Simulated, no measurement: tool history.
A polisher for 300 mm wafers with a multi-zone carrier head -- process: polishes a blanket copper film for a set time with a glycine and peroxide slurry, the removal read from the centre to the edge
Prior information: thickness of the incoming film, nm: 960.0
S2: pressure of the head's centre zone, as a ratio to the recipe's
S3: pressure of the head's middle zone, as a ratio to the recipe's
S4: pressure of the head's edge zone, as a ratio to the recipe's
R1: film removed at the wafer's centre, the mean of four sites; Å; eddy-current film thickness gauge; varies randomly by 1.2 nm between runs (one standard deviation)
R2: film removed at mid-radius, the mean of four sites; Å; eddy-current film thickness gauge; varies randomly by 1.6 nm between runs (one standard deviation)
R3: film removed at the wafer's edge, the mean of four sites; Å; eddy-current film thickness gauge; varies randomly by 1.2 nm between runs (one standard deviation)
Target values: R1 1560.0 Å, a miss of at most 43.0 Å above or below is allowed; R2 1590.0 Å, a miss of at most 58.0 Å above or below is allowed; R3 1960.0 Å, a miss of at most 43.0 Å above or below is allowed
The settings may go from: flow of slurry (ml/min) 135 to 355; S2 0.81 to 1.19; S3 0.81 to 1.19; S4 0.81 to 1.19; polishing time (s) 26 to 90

run 1 day=0.000 | flow_of_slurry_(ml/min)=225 S2=1.00 S3=1.00 S4=1.00 polishing_time_(s)=58 | R1=2903.5 R2=2871.7 R3=3031.7
run 2 day=0.229 | flow_of_slurry_(ml/min)=225 S2=1.00 S3=1.00 S4=1.00 polishing_time_(s)=48 | R1=2446.5 R2=2384.7 R3=2508.6
run 3 day=0.550 | flow_of_slurry_(ml/min)=210 S2=0.95 S3=0.96 S4=1.00 polishing_time_(s)=45 | R1=2189.6 R2=2174.0 R3=2333.8
run 4 day=0.888 | flow_of_slurry_(ml/min)=175 S2=0.95 S3=0.96 S4=1.00 polishing_time_(s)=45 | R1=2099.6 R2=2107.1 R3=2319.8
run 5 day=1.225 | flow_of_slurry_(ml/min)=165 S2=0.92 S3=0.93 S4=1.00 polishing_time_(s)=43 | R1=1913.2 R2=1990.7 R3=2187.1
run 6 day=1.400 | flow_of_slurry_(ml/min)=160 S2=0.91 S3=0.90 S4=1.02 polishing_time_(s)=41 | R1=1795.8 R2=1789.1 R3=2125.2
run 7 day=1.612 | flow_of_slurry_(ml/min)=155 S2=0.89 S3=0.88 S4=1.01 polishing_time_(s)=41 | R1=1745.5 R2=1764.1 R3=2068.2
run 8 day=1.762 | flow_of_slurry_(ml/min)=150 S2=0.88 S3=0.86 S4=1.01 polishing_time_(s)=41 | R1=1727.1 R2=1735.4 R3=2099.1
run 9 day=1.929 | flow_of_slurry_(ml/min)=150 S2=0.87 S3=0.85 S4=1.00 polishing_time_(s)=40 | R1=1654.2 R2=1655.9 R3=2042.2
run 10 day=2.196 | flow_of_slurry_(ml/min)=150 S2=0.86 S3=0.85 S4=0.99 polishing_time_(s)=40 | R1=1660.4 R2=1695.6 R3=1996.9
run 11 day=2.429 | flow_of_slurry_(ml/min)=145 S2=0.85 S3=0.84 S4=0.99 polishing_time_(s)=40 | R1=1644.3 R2=1680.2 R3=2000.9
run 12 day=2.692 | flow_of_slurry_(ml/min)=145 S2=0.85 S3=0.83 S4=0.99 polishing_time_(s)=40 | R1=1624.9 R2=1638.8 R3=2008.0
run 13 day=3.025 | flow_of_slurry_(ml/min)=145 S2=0.84 S3=0.83 S4=0.99 polishing_time_(s)=40 | R1=1590.7 R2=1638.5 R3=2007.5

Which of these 5 next moves meets every target?
run A day=3.358 | flow_of_slurry_(ml/min)=185 S2=0.81 S3=0.85 S4=0.93 polishing_time_(s)=39 | R1=? R2=? R3=?
run B day=3.358 | flow_of_slurry_(ml/min)=135 S2=0.83 S3=0.82 S4=0.96 polishing_time_(s)=40 | R1=? R2=? R3=?
run C day=3.358 | flow_of_slurry_(ml/min)=165 S2=0.84 S3=0.84 S4=1.00 polishing_time_(s)=40 | R1=? R2=? R3=?
run D day=3.358 | flow_of_slurry_(ml/min)=135 S2=0.81 S3=0.81 S4=1.03 polishing_time_(s)=41 | R1=? R2=? R3=?
run E day=3.358 | flow_of_slurry_(ml/min)=165 S2=0.87 S3=0.81 S4=1.06 polishing_time_(s)=37 | R1=? R2=? R3=?

move=A R1=1557.0 R2=1678.1 R3=1941.9
move=B R1=1548.7 R2=1591.3 R3=1952.1
move=C R1=1626.2 R2=1676.2 R3=2037.5
move=D R1=1548.7 R2=1614.9 R3=2070.7
move=E R1=1558.2 R2=1504.7 R3=1940.4
A: corrects the largest miss of the last run, while another result sits out of spec
B: every result lands within tolerance
C: further off than the last run
D: further off than the last run
E: corrects the largest miss of the last run, while another result sits out of spec
Answer: B
